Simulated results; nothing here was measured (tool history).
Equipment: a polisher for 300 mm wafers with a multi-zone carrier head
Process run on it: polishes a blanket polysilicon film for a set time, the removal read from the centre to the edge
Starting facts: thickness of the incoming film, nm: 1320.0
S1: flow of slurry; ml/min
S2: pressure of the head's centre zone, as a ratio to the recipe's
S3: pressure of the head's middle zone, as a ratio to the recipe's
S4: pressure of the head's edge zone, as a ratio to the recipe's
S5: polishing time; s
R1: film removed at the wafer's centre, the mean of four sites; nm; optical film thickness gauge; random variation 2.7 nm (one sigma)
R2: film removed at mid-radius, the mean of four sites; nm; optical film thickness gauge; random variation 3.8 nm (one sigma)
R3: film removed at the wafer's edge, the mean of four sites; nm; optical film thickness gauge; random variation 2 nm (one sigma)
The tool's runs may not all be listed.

run 1 day=0.000 | S1=230 S2=1.00 S3=1.00 S4=1.00 S5=44 | R1=235.51 R2=255.46 R3=255.21
run 2 day=0.229 | S1=230 S2=1.00 S3=1.00 S4=0.96 S5=44 | R1=234.88 R2=258.03 R3=253.17
run 3 day=0.350 | S1=200 S2=1.00 S3=1.00 S4=0.96 S5=44 | R1=234.12 R2=255.21 R3=248.54
run 4 day=0.421 | S1=210 S2=1.00 S3=1.04 S4=0.96 S5=45 | R1=236.68 R2=267.21 R3=250.86
run 5 day=0.792 | S1=220 S2=1.00 S3=1.07 S4=0.96 S5=46 | R1=250.10 R2=283.07 R3=260.40
run 6 day=1.096 | S1=230 S2=0.98 S3=1.10 S4=0.95 S5=46 | R1=240.88 R2=286.57 R3=260.10
run 7 day=1.325 | S1=235 S2=0.97 S3=1.12 S4=0.93 S5=47 | R1=245.36 R2=299.39 R3=264.36

Estimate the outcome of run 8 from the log above:
run 8 day=1.546 | S1=235 S2=0.97 S3=1.12 S4=0.93 S5=47 | R1=? R2=? R3=?

R1: 247.71 nm
R2: 300.85 nm
R3: 264.66 nm
